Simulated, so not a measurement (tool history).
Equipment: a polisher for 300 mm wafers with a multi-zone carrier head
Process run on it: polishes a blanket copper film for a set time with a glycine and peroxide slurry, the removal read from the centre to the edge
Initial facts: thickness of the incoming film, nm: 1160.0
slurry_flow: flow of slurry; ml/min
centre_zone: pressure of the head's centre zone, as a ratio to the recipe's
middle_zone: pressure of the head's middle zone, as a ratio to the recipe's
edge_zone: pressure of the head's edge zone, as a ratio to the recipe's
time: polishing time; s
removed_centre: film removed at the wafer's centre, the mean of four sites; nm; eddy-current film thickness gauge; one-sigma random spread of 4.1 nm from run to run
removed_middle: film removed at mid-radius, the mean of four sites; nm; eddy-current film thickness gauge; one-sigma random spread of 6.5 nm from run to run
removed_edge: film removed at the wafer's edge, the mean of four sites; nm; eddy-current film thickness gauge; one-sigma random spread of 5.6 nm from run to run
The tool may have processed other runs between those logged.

run	hour	slurry_flow	centre_zone	middle_zone	edge_zone	time	removed_centre	removed_middle	removed_edge
1	0	315	1	1	1	56	428.18	398.88	402.92
2	2.1	315	1	1	1	45	342.8	317.04	327
3	7.5	315	1.01	1.03	1.03	48	368.59	344.44	350.99
4	8.7	315	1.01	1.03	1.09	48	364.61	339.99	365.82
5	13.1	315	1.01	1.03	1.12	48	360.31	349.11	373.99
# hour 19.2: centre zone pressure recalibrated
6	19.2	320	1.03	1.06	1.13	50	371.21	374.54	388.28

Run 7 comes next. What will it give?
7	22.2	325	1.06	1.07	1.13	52	?	?	?

{"run 7": {"removed_centre": 390.96, "removed_middle": 382.38, "removed_edge": 389.35}}
